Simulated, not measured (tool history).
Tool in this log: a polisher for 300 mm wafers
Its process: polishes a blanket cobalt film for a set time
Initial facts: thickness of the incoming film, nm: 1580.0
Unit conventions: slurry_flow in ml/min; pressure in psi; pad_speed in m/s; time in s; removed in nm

run,hour,slurry_flow,pressure,pad_speed,time,removed
1,0,185,2,0.86,41,184.08
2,3.2,185,2,0.86,36,160.02
3,8.3,185,2,0.86,36,160.86
4,13.1,185,2,0.86,41,182.88
5,15.6,175,1.8,0.86,41,165.18
6,19,175,1.8,0.86,41,164.38
7,25.1,170,1.7,0.86,41,155.83
8,29.1,165,1.6,0.86,41,145.33
9,35.4,160,1.5,0.86,41,136.96
10,39.3,155,1.5,0.86,41,137.59
11,43.2,150,1.5,0.86,41,135.11

For run 12, what comes out?
12,50,140,1.5,0.86,41,?

Run 12 gave removed 137.69 nm.

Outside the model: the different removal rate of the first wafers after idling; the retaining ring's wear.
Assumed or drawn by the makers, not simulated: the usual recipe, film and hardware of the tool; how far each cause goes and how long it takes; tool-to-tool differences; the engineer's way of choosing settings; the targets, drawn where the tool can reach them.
